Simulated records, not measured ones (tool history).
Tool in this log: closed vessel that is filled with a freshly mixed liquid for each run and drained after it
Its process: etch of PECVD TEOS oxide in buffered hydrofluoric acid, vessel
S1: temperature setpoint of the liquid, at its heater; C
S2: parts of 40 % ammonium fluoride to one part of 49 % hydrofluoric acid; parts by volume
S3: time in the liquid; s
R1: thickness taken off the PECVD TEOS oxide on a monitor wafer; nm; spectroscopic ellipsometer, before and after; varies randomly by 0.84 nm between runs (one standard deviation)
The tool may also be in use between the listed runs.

run 1 hour=0.0 | S1=24 S2=14.5 S3=90 | R1=134.440
run 2 hour=5.9 | S1=24 S2=18.5 S3=90 | R1=105.060
run 3 hour=14.4 | S1=24 S2=18.5 S3=90 | R1=103.720
run 4 hour=19.7 | S1=21 S2=18.5 S3=90 | R1=88.931
-- hour=27.9 thermometer replaced
run 5 hour=27.9 | S1=22 S2=18.5 S3=90 | R1=99.812
run 6 hour=32.5 | S1=22 S2=21.0 S3=90 | R1=88.925

Predict the results of run 7:
run 7 hour=38.8 | S1=23 S2=21.0 S3=90 | R1=?

{"run 7": {"R1": 94.45}}
